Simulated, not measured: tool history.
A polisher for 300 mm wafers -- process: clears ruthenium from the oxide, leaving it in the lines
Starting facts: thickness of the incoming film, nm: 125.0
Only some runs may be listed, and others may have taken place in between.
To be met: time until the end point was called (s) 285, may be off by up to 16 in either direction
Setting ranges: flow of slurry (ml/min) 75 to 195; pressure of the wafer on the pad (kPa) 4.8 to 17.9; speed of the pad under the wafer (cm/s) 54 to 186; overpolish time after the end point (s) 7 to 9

run	hour	flow of slurry (ml/min)	pressure of the wafer on the pad (kPa)	speed of the pad under the wafer (cm/s)	overpolish time after the end point (s)	time until the end point was called (s)
1	0	125	11	118	9	107.59
2	1.3	125	11	92	9	126.74
3	5.8	125	9.7	86	9	158.28
4	11.6	125	9.7	66	9	200.04
5	16.8	150	9.7	66	9	189.53
6	19	150	9.7	66	7	191.78
7	20.2	150	9.7	66	7	190.68
8	23.7	150	9	66	7	207.3
9	24.3	150	8.3	66	7	211.84
10	27.6	150	7.6	66	7	237.72
11	31.2	150	6.9	66	7	263.17

Of the 4 settings listed for the next run, only one would bring every result within its allowed miss of target. Which one?
A	34.8	145	5.5	86	8	?
B	34.8	115	7.6	70	8	?
C	34.8	140	6.9	72	7	?
D	34.8	155	7.6	54	7	?

move	time until the end point was called (s)
A	259.35
B	237.37
C	245.85
D	280.53
A: lands further from the targets than the last run did
B: lands further from the targets than the last run did
C: lands further from the targets than the last run did
D: every result lands within tolerance
D is the move that brings every result within its allowed miss.
